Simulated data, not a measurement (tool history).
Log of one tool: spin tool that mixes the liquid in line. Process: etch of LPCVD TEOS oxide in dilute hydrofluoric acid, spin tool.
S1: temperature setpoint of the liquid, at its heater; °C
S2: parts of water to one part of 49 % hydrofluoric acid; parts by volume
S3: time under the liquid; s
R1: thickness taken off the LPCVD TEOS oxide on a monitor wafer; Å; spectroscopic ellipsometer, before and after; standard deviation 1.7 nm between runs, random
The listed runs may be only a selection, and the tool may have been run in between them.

| run | hour | S1 | S2 | S3 | R1 |
|---|---|---|---|---|---|
| 1 | 0.0 | 25.0 | 70 | 140 | 953.85 |
| 2 | 6.6 | 26.5 | 70 | 140 | 1018.80 |
| 3 | 13.9 | 27.5 | 65 | 140 | 1140.00 |
| 4 | 21.7 | 28.0 | 60 | 140 | 1275.30 |
| 5 | 26.7 | 28.5 | 55 | 140 | 1427.80 |
| 6 | 30.4 | 28.5 | 70 | 140 | 1115.20 |

Run 7 is up next; what results do you expect?
| 7 | 34.2 | 32.5 | 40 | 140 | ? |

For run 7 the tool returned R1 2355.20 Å.

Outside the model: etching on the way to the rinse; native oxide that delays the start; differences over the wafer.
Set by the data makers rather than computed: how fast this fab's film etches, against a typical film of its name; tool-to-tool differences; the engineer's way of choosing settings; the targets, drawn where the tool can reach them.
